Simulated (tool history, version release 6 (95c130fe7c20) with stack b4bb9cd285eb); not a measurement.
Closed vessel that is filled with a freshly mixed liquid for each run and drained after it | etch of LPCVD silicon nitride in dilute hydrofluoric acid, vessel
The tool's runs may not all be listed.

| run | hour | temperature setpoint of the liquid (C) | parts of water to one part of 49 % hydrofluoric acid (parts by volume) | time in the liquid (s) | thickness taken off the LPCVD silicon nitride on a monitor wafer (angstrom) |
|---|---|---|---|---|---|
| 1 | 0.0 | 22.0 | 150 | 2830 | 72.268 |
| 2 | 9.2 | 22.0 | 150 | 2830 | 71.736 |
| 3 | 10.6 | 20.5 | 150 | 2830 | 65.692 |
| 4 | 13.8 | 22.0 | 150 | 2830 | 72.180 |
| 5 | 21.6 | 24.0 | 150 | 2830 | 82.186 |
| 6 | 25.5 | 22.0 | 150 | 2830 | 73.123 |
| 7 | 33.9 | 20.5 | 155 | 2830 | 63.057 |
| 8 | 39.1 | 20.5 | 155 | 2830 | 62.560 |
| 9 | 44.6 | 19.5 | 155 | 2830 | 59.342 |

Expected results for the next run?
| 10 | 50.3 | 17.0 | 160 | 2830 | ? |

{"run 10": {"thickness taken off the LPCVD silicon nitride on a monitor wafer (angstrom)": 48.12}}
